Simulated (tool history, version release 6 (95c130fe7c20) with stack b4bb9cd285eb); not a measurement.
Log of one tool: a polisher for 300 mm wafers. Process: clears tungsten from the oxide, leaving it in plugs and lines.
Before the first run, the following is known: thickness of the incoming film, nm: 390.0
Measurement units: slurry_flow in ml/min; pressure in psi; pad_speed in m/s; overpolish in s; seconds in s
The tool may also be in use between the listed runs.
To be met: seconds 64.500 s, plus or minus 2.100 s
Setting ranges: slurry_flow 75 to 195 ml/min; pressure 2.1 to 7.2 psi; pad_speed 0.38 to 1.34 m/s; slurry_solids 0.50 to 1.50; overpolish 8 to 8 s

run 1 hour=0.0 | slurry_flow=125 pressure=4.6 pad_speed=0.86 slurry_solids=1.00 overpolish=8 | seconds=85.158
run 2 hour=6.2 | slurry_flow=125 pressure=4.6 pad_speed=0.86 slurry_solids=0.85 overpolish=8 | seconds=87.410
run 3 hour=13.3 | slurry_flow=125 pressure=4.6 pad_speed=0.86 slurry_solids=0.70 overpolish=8 | seconds=93.196
run 4 hour=17.5 | slurry_flow=125 pressure=4.6 pad_speed=0.76 slurry_solids=0.70 overpolish=8 | seconds=107.870
run 5 hour=23.4 | slurry_flow=125 pressure=4.6 pad_speed=0.76 slurry_solids=0.85 overpolish=8 | seconds=100.610
run 6 hour=26.5 | slurry_flow=125 pressure=4.6 pad_speed=0.76 slurry_solids=0.85 overpolish=8 | seconds=98.609
-- hour=28.4 slurry nozzle cleaned
run 7 hour=28.4 | slurry_flow=130 pressure=4.8 pad_speed=0.76 slurry_solids=0.85 overpolish=8 | seconds=84.195
run 8 hour=31.0 | slurry_flow=135 pressure=4.8 pad_speed=0.76 slurry_solids=0.85 overpolish=8 | seconds=83.887

5 candidate next runs follow, results not yet known. Just one meets every target within its allowed miss. Identify it.
run A hour=33.6 | slurry_flow=115 pressure=3.9 pad_speed=1.02 slurry_solids=1.25 overpolish=8 | seconds=?
run B hour=33.6 | slurry_flow=130 pressure=5.2 pad_speed=0.82 slurry_solids=1.00 overpolish=8 | seconds=?
run C hour=33.6 | slurry_flow=175 pressure=4.5 pad_speed=1.00 slurry_solids=0.85 overpolish=8 | seconds=?
run D hour=33.6 | slurry_flow=130 pressure=5.7 pad_speed=0.72 slurry_solids=1.00 overpolish=8 | seconds=?
run E hour=33.6 | slurry_flow=125 pressure=4.9 pad_speed=0.90 slurry_solids=0.90 overpolish=8 | seconds=?

move=A seconds=72.549
move=B seconds=70.173
move=C seconds=65.982
move=D seconds=72.762
move=E seconds=70.564
A: an improvement on the last run, though not all results are within tolerance
B: an improvement on the last run, though not all results are within tolerance
C: in spec on every target
D: an improvement on the last run, though not all results are within tolerance
E: an improvement on the last run, though not all results are within tolerance
The move that meets every target is C.

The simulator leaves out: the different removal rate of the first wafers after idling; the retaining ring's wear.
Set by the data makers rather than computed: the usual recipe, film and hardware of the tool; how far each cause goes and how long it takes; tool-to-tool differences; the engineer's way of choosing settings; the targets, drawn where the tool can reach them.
